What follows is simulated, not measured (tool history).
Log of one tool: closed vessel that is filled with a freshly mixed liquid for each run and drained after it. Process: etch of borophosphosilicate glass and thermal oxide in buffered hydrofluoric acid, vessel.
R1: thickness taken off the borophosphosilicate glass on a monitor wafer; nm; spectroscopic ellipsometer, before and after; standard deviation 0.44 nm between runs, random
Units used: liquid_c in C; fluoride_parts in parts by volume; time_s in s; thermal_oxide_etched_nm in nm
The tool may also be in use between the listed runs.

run 1 hour=0 | liquid_c=21 fluoride_parts=11.5 time_s=60 | R1=129.44 thermal_oxide_etched_nm=44.213
run 2 hour=0.6 | liquid_c=21 fluoride_parts=10.5 time_s=60 | R1=139.07 thermal_oxide_etched_nm=47.816
run 3 hour=8.5 | liquid_c=21 fluoride_parts=7.5 time_s=60 | R1=192.54 thermal_oxide_etched_nm=65.795
run 4 hour=15.5 | liquid_c=21 fluoride_parts=6 time_s=60 | R1=237.44 thermal_oxide_etched_nm=82.187
run 5 hour=23.3 | liquid_c=21 fluoride_parts=6 time_s=85 | R1=338.45 thermal_oxide_etched_nm=115.78
run 6 hour=29.7 | liquid_c=24 fluoride_parts=6 time_s=85 | R1=397.63 thermal_oxide_etched_nm=135.09
run 7 hour=36.9 | liquid_c=21.5 fluoride_parts=10 time_s=85 | R1=212.46 thermal_oxide_etched_nm=75.644
run 8 hour=45.2 | liquid_c=20.5 fluoride_parts=12.5 time_s=80 | R1=151.48 thermal_oxide_etched_nm=52.992

Run 9 has not been measured yet. What should we expect?
run 9 hour=53.2 | liquid_c=19.5 fluoride_parts=14.5 time_s=80 | R1=? thermal_oxide_etched_nm=?

R1: 124.48 nm
thermal_oxide_etched_nm: 44.143 nm
